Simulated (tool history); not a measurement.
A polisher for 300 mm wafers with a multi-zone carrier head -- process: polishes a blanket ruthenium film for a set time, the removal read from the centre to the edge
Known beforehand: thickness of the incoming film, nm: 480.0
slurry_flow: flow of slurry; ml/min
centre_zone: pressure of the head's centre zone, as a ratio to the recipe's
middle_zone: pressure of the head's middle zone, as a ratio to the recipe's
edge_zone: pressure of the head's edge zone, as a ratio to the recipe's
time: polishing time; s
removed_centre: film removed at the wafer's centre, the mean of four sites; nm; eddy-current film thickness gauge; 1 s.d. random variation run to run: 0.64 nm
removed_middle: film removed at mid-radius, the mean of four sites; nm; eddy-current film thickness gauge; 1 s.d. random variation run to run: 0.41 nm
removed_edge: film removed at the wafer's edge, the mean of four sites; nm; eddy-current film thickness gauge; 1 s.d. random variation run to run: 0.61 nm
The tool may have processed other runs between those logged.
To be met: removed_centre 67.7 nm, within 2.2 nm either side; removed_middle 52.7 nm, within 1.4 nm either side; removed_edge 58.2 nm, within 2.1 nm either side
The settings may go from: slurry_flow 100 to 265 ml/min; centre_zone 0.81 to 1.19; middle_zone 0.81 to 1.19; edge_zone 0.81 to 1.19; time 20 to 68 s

| run | hour | slurry_flow | centre_zone | middle_zone | edge_zone | time | removed_centre | removed_middle | removed_edge |
|---|---|---|---|---|---|---|---|---|---|
| 1 | 0 | 170 | 1 | 1 | 1 | 44 | 48.884 | 49.429 | 48.925 |
| 2 | 1 | 180 | 1.02 | 0.99 | 1.02 | 44 | 50.955 | 49.896 | 50.744 |
| 3 | 5.7 | 190 | 1.04 | 0.98 | 1.02 | 44 | 52.213 | 49.295 | 50.328 |
| 4 | 11 | 210 | 1.04 | 0.98 | 1.02 | 44 | 52.716 | 50.377 | 51.726 |
| 5 | 19.7 | 210 | 1.04 | 0.98 | 1.02 | 37 | 45.418 | 42.644 | 42.432 |
| 6 | 24.7 | 180 | 1.04 | 0.98 | 1.02 | 37 | 42.624 | 41.112 | 42.393 |
| 7 | 28.2 | 180 | 1.04 | 0.98 | 1.02 | 37 | 43.905 | 41.012 | 42.277 |
| 8 | 33.4 | 185 | 1.06 | 0.98 | 1.03 | 38 | 46.161 | 42.628 | 44.053 |
| 9 | 36.3 | 190 | 1.08 | 0.98 | 1.04 | 39 | 48.439 | 43.842 | 45.028 |
| 10 | 38.9 | 195 | 1.09 | 0.98 | 1.06 | 40 | 49.706 | 45.621 | 46.933 |
| 11 | 42.9 | 200 | 1.1 | 0.97 | 1.06 | 41 | 51.697 | 46.569 | 48.143 |
| 12 | 44 | 205 | 1.11 | 0.96 | 1.06 | 42 | 54.088 | 46.93 | 49.624 |

Exactly one of the 4 candidate moves below puts every result within its allowed miss. Which one?
| A | 45.1 | 215 | 1.19 | 0.92 | 1.08 | 49 | ? | ? | ? |
| B | 45.1 | 230 | 0.96 | 0.81 | 1.12 | 53 | ? | ? | ? |
| C | 45.1 | 265 | 1.19 | 1.19 | 0.89 | 36 | ? | ? | ? |
| D | 45.1 | 200 | 0.98 | 1.06 | 1.1 | 33 | ? | ? | ? |

| move | removed_centre | removed_middle | removed_edge |
|---|---|---|---|
| A | 69.292 | 53.395 | 59.294 |
| B | 60.888 | 52.502 | 65.835 |
| C | 52.412 | 50.048 | 40.307 |
| D | 38.01 | 40.176 | 39.944 |
A: in spec on every target
B: gains on the last run, yet a result remains outside its allowed miss
C: misses by more than the last run did
D: misses by more than the last run did
Answer: A

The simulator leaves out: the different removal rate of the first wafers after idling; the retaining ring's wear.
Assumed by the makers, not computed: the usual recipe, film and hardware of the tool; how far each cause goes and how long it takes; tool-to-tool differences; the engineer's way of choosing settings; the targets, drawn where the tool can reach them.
